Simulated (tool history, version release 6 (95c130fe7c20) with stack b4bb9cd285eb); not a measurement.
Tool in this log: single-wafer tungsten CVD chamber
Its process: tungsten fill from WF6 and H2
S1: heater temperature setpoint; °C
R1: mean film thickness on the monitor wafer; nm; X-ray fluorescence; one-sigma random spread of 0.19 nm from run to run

run 1 hour=0.0 | S1=390 chamber_pressure_(Torr)=35.5 deposition_time_(s)=22.7 | R1=66.411
run 2 hour=6.6 | S1=390 chamber_pressure_(Torr)=38.0 deposition_time_(s)=22.7 | R1=67.909
run 3 hour=9.2 | S1=386 chamber_pressure_(Torr)=37.9 deposition_time_(s)=22.7 | R1=63.648
run 4 hour=14.4 | S1=394 chamber_pressure_(Torr)=37.9 deposition_time_(s)=22.7 | R1=73.144
run 5 hour=17.1 | S1=389 chamber_pressure_(Torr)=37.8 deposition_time_(s)=22.7 | R1=66.882
run 6 hour=24.8 | S1=389 chamber_pressure_(Torr)=40.9 deposition_time_(s)=22.7 | R1=69.000

Predict the results of run 7:
run 7 hour=33.5 | S1=385 chamber_pressure_(Torr)=40.8 deposition_time_(s)=22.7 | R1=?

{"run 7": {"R1": 64.118}}
